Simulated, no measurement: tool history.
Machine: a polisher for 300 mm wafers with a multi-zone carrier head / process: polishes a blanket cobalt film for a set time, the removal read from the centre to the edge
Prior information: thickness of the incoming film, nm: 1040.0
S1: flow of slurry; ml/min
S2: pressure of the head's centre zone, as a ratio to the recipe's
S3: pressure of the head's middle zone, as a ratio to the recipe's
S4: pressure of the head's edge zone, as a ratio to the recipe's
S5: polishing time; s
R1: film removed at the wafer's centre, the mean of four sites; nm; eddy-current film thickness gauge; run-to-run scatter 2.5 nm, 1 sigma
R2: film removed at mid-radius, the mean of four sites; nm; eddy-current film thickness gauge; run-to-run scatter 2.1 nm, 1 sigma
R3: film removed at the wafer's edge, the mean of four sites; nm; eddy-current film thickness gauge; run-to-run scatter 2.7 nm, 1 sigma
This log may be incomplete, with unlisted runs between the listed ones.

run	hour	S1	S2	S3	S4	S5	R1	R2	R3
1	0	185	1	1	1	41	251.53	245.03	241.12
2	6.1	200	1	1	1	41	254.18	249.36	241.76
3	8.9	200	1	1	1	36	220.24	214.61	211.35
4	13.5	200	1	1	1.05	36	221.01	217.24	213.21
5	19.2	205	1.02	1	1.05	36	227.46	214.93	213.81
6	23.9	205	1.02	1.05	1.05	36	229.73	225.39	218.83
7	30	205	1.03	1.04	1.04	36	233.29	222.44	215.17

The next listed run, before its measurement:
8	37.7	205	1.04	1.03	1.04	36	?	?	?

R1: 231.85 nm
R2: 220.91 nm
R3: 218.05 nm
